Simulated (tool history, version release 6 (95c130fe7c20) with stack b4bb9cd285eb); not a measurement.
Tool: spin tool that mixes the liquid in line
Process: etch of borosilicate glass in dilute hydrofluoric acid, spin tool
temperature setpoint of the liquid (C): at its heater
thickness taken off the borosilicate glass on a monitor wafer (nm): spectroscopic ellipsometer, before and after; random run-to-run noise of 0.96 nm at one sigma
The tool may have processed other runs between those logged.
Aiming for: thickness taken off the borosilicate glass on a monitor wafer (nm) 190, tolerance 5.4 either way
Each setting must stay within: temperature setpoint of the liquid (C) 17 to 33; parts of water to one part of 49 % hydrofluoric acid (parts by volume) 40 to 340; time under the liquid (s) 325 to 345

run  hour  temperature setpoint of the liquid (C)  parts of water to one part of 49 % hydrofluoric acid (parts by volume)  time under the liquid (s)  thickness taken off the borosilicate glass on a monitor wafer (nm)
  1     0                                      25                                                                     190                        325                                                              45.849
  2   0.7                                      26                                                                     170                        330                                                              55.676
  3   3.2                                      26                                                                     115                        330                                                              87.185
  4   7.4                                    23.5                                                                     115                        330                                                              79.325
  5  11.1                                    24.5                                                                     105                        330                                                              91.601
  6  14.1                                    24.5                                                                     160                        330                                                               56.05
  7  22.9                                    25.5                                                                     145                        330                                                              65.734
  8  28.3                                    29.5                                                                      70                        335                                                              179.78
  9  30.6                                      30                                                                      70                        335                                                              181.39

5 next moves are on the table. One of them brings every result within its allowed miss. Which?
  A  32.9                                      31                                                                      75                        335                                                                   ?
  B  32.9                                    30.5                                                                      70                        345                                                                   ?
  C  32.9                                      30                                                                      65                        345                                                                   ?
  D  32.9                                    30.5                                                                      65                        340                                                                   ?
  E  32.9                                    28.5                                                                      60                        340                                                                   ?

move  thickness taken off the borosilicate glass on a monitor wafer (nm)
   A                                                              174.49
   B                                                              190.44
   C                                                              202.82
   D                                                              203.76
   E                                                              205.95
A: further off than the last run
B: in spec on every target
C: takes the biggest miss from the last run beyond its target
D: takes the biggest miss from the last run beyond its target
E: takes the biggest miss from the last run beyond its target
B is the move that brings every result within its allowed miss.
